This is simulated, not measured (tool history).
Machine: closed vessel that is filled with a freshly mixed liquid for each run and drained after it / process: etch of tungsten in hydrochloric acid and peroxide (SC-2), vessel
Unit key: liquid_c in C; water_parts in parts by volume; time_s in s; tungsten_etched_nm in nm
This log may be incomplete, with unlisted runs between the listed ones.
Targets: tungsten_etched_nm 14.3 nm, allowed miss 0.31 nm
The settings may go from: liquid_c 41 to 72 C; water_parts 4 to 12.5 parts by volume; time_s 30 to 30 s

run	hour	liquid_c	water_parts	time_s	tungsten_etched_nm
1	0	57	7	30	9.9193
2	0.9	57	7	30	9.897
3	5.3	51.5	7	30	6.9761
4	13.6	51.5	7	30	6.8707
5	18.1	52.5	7	30	7.4497
6	22.2	52.5	9	30	6.1206
7	28.7	54	9	30	6.717
8	32.5	55.5	9	30	7.4929
9	33.5	56.5	9	30	7.862
10	38.4	57.5	9	30	8.5336
11	46.3	58.5	9	30	8.995
12	47.4	59.5	9	30	9.4366
13	50.3	60.5	9	30	10.129

Which single option among these 5 for the next run brings every result within its allowed miss of target? Just one does.
A	53.2	52.5	8.5	30	?
B	53.2	58.5	9	30	?
C	53.2	51	7	30	?
D	53.2	61	12	30	?
E	53.2	63.5	7.5	30	?

move	tungsten_etched_nm
A	6.3273
B	8.8921
C	6.6864
D	8.1749
E	14.063
A: misses by more than the last run did
B: misses by more than the last run did
C: misses by more than the last run did
D: misses by more than the last run did
E: all results land within tolerance of their targets
E is the move that brings every result within its allowed miss.

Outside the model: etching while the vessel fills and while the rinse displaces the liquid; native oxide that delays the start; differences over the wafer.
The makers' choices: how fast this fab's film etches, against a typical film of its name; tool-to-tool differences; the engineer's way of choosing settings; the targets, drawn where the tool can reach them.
